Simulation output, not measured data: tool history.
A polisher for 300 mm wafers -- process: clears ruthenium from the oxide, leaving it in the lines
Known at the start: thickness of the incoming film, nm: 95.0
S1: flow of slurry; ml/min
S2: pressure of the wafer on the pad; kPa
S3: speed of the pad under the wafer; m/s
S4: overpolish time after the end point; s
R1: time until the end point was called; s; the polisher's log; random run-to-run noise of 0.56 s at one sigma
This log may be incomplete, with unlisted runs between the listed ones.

run,hour,S1,S2,S3,S4,R1
1,0,290,12.4,1.28,11,83.087
2,3.8,290,12.4,1.56,11,71.201
3,11.5,290,9.7,1.56,11,87.638
4,12.8,290,11,1.58,11,75.874
5,14.6,245,11,1.58,11,76.159
6,15.8,245,12.4,1.6,11,69.396

Predict the results of run 7:
7,17.8,245,13.1,1.6,11,?

For run 7 the tool returned R1 65.1 s.
